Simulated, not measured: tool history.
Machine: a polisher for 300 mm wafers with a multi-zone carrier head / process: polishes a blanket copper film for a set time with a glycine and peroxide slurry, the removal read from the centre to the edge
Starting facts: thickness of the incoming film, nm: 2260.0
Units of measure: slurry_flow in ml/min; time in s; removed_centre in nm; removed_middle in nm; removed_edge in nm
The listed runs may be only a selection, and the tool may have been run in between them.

run	day	slurry_flow	centre_zone	middle_zone	edge_zone	time	removed_centre	removed_middle	removed_edge
1	0.000	145	1.00	1.00	1.00	88	482.20	484.65	498.05
2	0.288	145	1.00	1.00	0.92	88	491.63	486.68	467.30
3	0.308	145	1.00	1.03	0.92	88	484.14	502.52	472.27
4	0.488	145	1.00	1.03	0.84	88	500.45	499.08	462.38
5	0.850	145	1.00	1.03	0.81	88	479.28	492.93	451.78
6	0.992	145	1.00	1.03	0.84	88	480.49	495.30	465.48
7	1.108	135	0.99	0.97	0.93	96	518.01	513.37	520.77

Run 8 comes next. What will it give?
8	1.296	140	1.00	0.93	0.98	99	?	?	?

Run 8 produced removed_centre 540.24 nm, removed_middle 517.87 nm, removed_edge 539.76 nm.

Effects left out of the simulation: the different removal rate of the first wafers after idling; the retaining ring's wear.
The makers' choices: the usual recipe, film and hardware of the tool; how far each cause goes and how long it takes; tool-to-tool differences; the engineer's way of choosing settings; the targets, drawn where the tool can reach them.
